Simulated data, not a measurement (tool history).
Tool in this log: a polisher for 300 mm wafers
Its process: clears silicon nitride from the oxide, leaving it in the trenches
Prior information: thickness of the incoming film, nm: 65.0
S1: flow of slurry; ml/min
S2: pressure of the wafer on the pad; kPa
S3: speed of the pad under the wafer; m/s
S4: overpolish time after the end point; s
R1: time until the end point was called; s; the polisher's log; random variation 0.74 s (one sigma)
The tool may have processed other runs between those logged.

run 1 hour=0 | S1=290 S2=14.5 S3=1.1 S4=7 | R1=77.94
run 2 hour=8.8 | S1=290 S2=12.4 S3=1.1 S4=7 | R1=86.592
run 3 hour=15.8 | S1=290 S2=12.4 S3=1.1 S4=6 | R1=84.828
run 4 hour=18 | S1=290 S2=9 S3=1.1 S4=6 | R1=104.43
run 5 hour=23.9 | S1=235 S2=9 S3=1.1 S4=6 | R1=108.66
run 6 hour=25.8 | S1=240 S2=10.3 S3=1.1 S4=6 | R1=101.11

What does the tool deliver on the next run?
run 7 hour=31.1 | S1=245 S2=11 S3=1.1 S4=6 | R1=?

R1: 93.791 s
